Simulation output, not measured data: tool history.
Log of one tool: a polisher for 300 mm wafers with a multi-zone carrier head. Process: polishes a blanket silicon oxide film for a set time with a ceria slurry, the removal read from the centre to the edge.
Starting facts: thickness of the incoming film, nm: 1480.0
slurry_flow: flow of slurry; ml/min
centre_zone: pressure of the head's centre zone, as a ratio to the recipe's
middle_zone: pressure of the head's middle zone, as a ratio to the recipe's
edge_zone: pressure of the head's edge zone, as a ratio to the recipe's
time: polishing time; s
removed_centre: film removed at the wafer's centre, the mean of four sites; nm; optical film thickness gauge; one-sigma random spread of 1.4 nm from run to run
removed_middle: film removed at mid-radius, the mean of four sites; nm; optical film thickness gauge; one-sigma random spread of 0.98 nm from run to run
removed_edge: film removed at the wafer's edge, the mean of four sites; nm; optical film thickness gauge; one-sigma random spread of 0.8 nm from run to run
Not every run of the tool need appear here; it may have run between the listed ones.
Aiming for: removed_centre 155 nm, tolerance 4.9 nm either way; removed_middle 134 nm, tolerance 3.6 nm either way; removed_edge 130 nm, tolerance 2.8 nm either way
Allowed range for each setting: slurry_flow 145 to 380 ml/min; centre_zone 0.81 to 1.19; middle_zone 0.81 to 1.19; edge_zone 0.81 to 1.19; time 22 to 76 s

Run 1, hour 0: slurry_flow 245 ml/min, centre_zone 1, middle_zone 1, edge_zone 1, time 49 s. Result: removed_centre 185.99 nm, removed_middle 177.77 nm, removed_edge 179.77 nm.
Run 2, hour 8: slurry_flow 245 ml/min, centre_zone 1.06, middle_zone 1, edge_zone 1, time 49 s. Result: removed_centre 195.32 nm, removed_middle 180.99 nm, removed_edge 179.86 nm.
Run 3, hour 12.7: slurry_flow 245 ml/min, centre_zone 1.06, middle_zone 1.05, edge_zone 1, time 49 s. Result: removed_centre 199.42 nm, removed_middle 188.92 nm, removed_edge 178.21 nm.
Run 4, hour 15.8: slurry_flow 245 ml/min, centre_zone 1.06, middle_zone 1.04, edge_zone 0.98, time 48 s. Result: removed_centre 196.02 nm, removed_middle 179.68 nm, removed_edge 174.11 nm.
Run 5, hour 22.2: slurry_flow 245 ml/min, centre_zone 1.06, middle_zone 1.04, edge_zone 0.96, time 47 s. Result: removed_centre 190.37 nm, removed_middle 177.52 nm, removed_edge 166.29 nm.
Run 6, hour 23.5: slurry_flow 240 ml/min, centre_zone 1.06, middle_zone 1.03, edge_zone 0.94, time 46 s. Result: removed_centre 184.52 nm, removed_middle 174.38 nm, removed_edge 162.52 nm.
Run 7, hour 31.3: slurry_flow 240 ml/min, centre_zone 1.07, middle_zone 1.02, edge_zone 0.93, time 45 s. Result: removed_centre 179.29 nm, removed_middle 165.52 nm, removed_edge 157.36 nm.
Run 8, hour 36.9: slurry_flow 240 ml/min, centre_zone 1.08, middle_zone 1.01, edge_zone 0.92, time 44 s. Result: removed_centre 178.69 nm, removed_middle 162.49 nm, removed_edge 153.01 nm.
Run 9, hour 42.5: slurry_flow 235 ml/min, centre_zone 1.08, middle_zone 1, edge_zone 0.91, time 43 s. Result: removed_centre 177.17 nm, removed_middle 157.39 nm, removed_edge 148.34 nm.
Run 10, hour 50.8: slurry_flow 230 ml/min, centre_zone 1.07, middle_zone 0.99, edge_zone 0.9, time 43 s. Result: removed_centre 173.09 nm, removed_middle 154.31 nm, removed_edge 148.27 nm.

Exactly one of the 5 candidate moves below puts every result within its allowed miss. Which one?
Run A, hour 59.1: slurry_flow 210 ml/min, centre_zone 1.07, middle_zone 0.95, edge_zone 0.86, time 39 s. Result: removed_centre ?, removed_middle ?, removed_edge ?.
Run B, hour 59.1: slurry_flow 170 ml/min, centre_zone 0.98, middle_zone 0.89, edge_zone 1.05, time 47 s. Result: removed_centre ?, removed_middle ?, removed_edge ?.
Run C, hour 59.1: slurry_flow 280 ml/min, centre_zone 1.13, middle_zone 1.09, edge_zone 0.93, time 34 s. Result: removed_centre ?, removed_middle ?, removed_edge ?.
Run D, hour 59.1: slurry_flow 275 ml/min, centre_zone 1.09, middle_zone 1.14, edge_zone 0.82, time 39 s. Result: removed_centre ?, removed_middle ?, removed_edge ?.
Run E, hour 59.1: slurry_flow 215 ml/min, centre_zone 0.88, middle_zone 1.12, edge_zone 0.87, time 43 s. Result: removed_centre ?, removed_middle ?, removed_edge ?.

move  removed_centre  removed_middle  removed_edge
   A          155.46          136.32        130.45
   B          164.51          150.05         168.3
   C          149.41          138.52        120.99
   D          164.97          164.85        130.81
   E          141.48          173.61        144.63
A: in spec on every target
B: its largest miss is bigger than the last run's
C: moves the result that the last run missed by most past its target, out the other side
D: the worst result of the last run now meets its target, but another is out of spec
E: its largest miss is bigger than the last run's
Correct choice: A, which meets every target
